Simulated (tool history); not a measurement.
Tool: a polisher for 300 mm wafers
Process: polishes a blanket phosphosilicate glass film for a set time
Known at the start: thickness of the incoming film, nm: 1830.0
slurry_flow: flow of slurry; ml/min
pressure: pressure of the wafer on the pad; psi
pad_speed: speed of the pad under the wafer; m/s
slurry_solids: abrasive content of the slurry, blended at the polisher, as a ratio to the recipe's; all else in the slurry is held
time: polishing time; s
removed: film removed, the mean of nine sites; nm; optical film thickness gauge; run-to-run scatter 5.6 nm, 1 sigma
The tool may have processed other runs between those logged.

Run 1, day 0: slurry_flow 220 ml/min, pressure 2.9 psi, pad_speed 1.1 m/s, slurry_solids 1, time 40 s. Result: removed 322.12 nm.
Run 2, day 0.075: slurry_flow 220 ml/min, pressure 2.9 psi, pad_speed 1.1 m/s, slurry_solids 1, time 42 s. Result: removed 339.83 nm.
Run 3, day 0.367: slurry_flow 220 ml/min, pressure 2.9 psi, pad_speed 0.9 m/s, slurry_solids 1, time 42 s. Result: removed 285.68 nm.
Run 4, day 0.525: slurry_flow 185 ml/min, pressure 2.9 psi, pad_speed 0.9 m/s, slurry_solids 1, time 42 s. Result: removed 283.05 nm.
Run 5, day 0.65: slurry_flow 185 ml/min, pressure 3.5 psi, pad_speed 0.9 m/s, slurry_solids 1, time 42 s. Result: removed 333.73 nm.
Run 6, day 0.738: slurry_flow 185 ml/min, pressure 3.5 psi, pad_speed 0.7 m/s, slurry_solids 1, time 42 s. Result: removed 277.65 nm.
Run 7, day 1.033: slurry_flow 185 ml/min, pressure 3.7 psi, pad_speed 0.76 m/s, slurry_solids 1, time 42 s. Result: removed 313.86 nm.
Run 8, day 1.208: slurry_flow 185 ml/min, pressure 3.8 psi, pad_speed 0.8 m/s, slurry_solids 1, time 42 s. Result: removed 335.8 nm.
Run 9, day 1.317: slurry_flow 185 ml/min, pressure 3.9 psi, pad_speed 0.82 m/s, slurry_solids 1, time 42 s. Result: removed 351.26 nm.

For run 10, what comes out?
Run 10, day 1.554: slurry_flow 185 ml/min, pressure 4 psi, pad_speed 0.84 m/s, slurry_solids 1, time 42 s. Result: removed ?.

{"run 10": {"removed": 354.52}}
